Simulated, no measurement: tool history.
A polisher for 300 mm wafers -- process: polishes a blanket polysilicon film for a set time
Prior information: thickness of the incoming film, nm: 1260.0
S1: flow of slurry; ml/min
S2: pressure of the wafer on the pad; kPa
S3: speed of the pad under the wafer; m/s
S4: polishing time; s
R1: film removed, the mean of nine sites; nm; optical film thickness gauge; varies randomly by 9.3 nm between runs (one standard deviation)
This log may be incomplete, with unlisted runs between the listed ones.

run,day,S1,S2,S3,S4,R1
1,0,235,19.3,0.96,51,491.99
2,0.317,235,14.5,0.96,51,375.99
3,0.654,235,17.2,0.98,51,440.31
4,0.717,235,17.2,0.98,54,480.35
5,0.946,200,17.2,0.98,54,463.29
6,1.038,200,21.4,0.98,54,566.78

For run 7, what comes out?
7,1.212,210,22.1,0.98,54,?

{"run 7": {"R1": 591.32}}
